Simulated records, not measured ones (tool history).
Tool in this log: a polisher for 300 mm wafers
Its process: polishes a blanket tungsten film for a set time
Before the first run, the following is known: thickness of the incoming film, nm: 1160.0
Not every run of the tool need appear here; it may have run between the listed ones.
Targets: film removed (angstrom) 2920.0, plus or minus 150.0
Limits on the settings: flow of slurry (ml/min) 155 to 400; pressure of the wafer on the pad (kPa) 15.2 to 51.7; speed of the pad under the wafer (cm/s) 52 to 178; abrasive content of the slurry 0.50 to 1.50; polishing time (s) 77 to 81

| run | hour | flow of slurry (ml/min) | pressure of the wafer on the pad (kPa) | speed of the pad under the wafer (cm/s) | abrasive content of the slurry | polishing time (s) | film removed (angstrom) |
|---|---|---|---|---|---|---|---|
| 1 | 0.0 | 255 | 33.1 | 114 | 1.00 | 77 | 4387.6 |
| 2 | 8.8 | 255 | 30.3 | 114 | 1.00 | 77 | 4163.9 |
| 3 | 12.4 | 255 | 30.3 | 94 | 1.00 | 77 | 3443.5 |
| 4 | 16.2 | 255 | 29.0 | 94 | 1.00 | 77 | 3233.1 |
| 5 | 20.0 | 310 | 29.0 | 94 | 1.00 | 77 | 3257.2 |
| 6 | 24.5 | 310 | 29.0 | 94 | 1.00 | 81 | 3473.1 |
| 7 | 27.7 | 310 | 27.6 | 94 | 1.00 | 81 | 3325.0 |
| 8 | 31.2 | 310 | 26.9 | 94 | 1.00 | 81 | 3308.4 |
| 9 | 37.1 | 310 | 26.2 | 94 | 1.00 | 81 | 3137.6 |
| 10 | 44.3 | 310 | 25.5 | 94 | 1.00 | 81 | 3081.6 |

4 candidate next runs follow, results not yet known. Just one meets every target within its allowed miss. Identify it.
| A | 51.5 | 315 | 29.0 | 90 | 1.15 | 77 | ? |
| B | 51.5 | 310 | 33.8 | 74 | 0.90 | 81 | ? |
| C | 51.5 | 310 | 31.0 | 86 | 0.90 | 77 | ? |
| D | 51.5 | 380 | 20.7 | 110 | 0.80 | 81 | ? |

| move | film removed (angstrom) |
|---|---|
| A | 3271.4 |
| B | 3139.6 |
| C | 3173.5 |
| D | 2842.1 |
A: lands further from the targets than the last run did
B: lands further from the targets than the last run did
C: lands further from the targets than the last run did
D: each result inside its tolerance
So the answer is move D, the one that meets all the targets.
